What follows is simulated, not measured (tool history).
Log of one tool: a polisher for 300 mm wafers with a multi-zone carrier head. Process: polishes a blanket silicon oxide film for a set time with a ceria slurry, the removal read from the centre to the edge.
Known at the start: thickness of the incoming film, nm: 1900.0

run	hour	flow of slurry (ml/min)	pressure of the head's centre zone	pressure of the head's middle zone	pressure of the head's edge zone	polishing time (s)	film removed at the wafer's centre (angstrom)	film removed at mid-radius (angstrom)	film removed at the wafer's edge (angstrom)
1	0.0	155	1.00	1.00	1.00	68	5722.6	5047.7	5259.7
2	6.5	135	0.94	1.02	0.98	56	4255.7	4176.1	4098.2
3	7.2	120	0.90	1.02	1.01	49	3513.9	3521.2	3601.8
4	14.6	120	0.90	1.09	1.01	49	3487.6	3746.7	3702.3
5	21.6	115	0.87	1.09	1.01	44	2980.4	3323.3	3226.4
# hour 23.4: centre zone pressure recalibrated
6	23.4	115	0.87	1.09	1.07	44	2730.3	3355.1	3263.6
7	30.9	120	0.86	1.08	1.06	41	2526.8	3068.6	3052.6

Forecast run 8:
8	35.0	115	0.86	1.09	1.05	40	?	?	?

film removed at the wafer's centre (angstrom): 2443.6
film removed at mid-radius (angstrom): 3045.0
film removed at the wafer's edge (angstrom): 3025.7
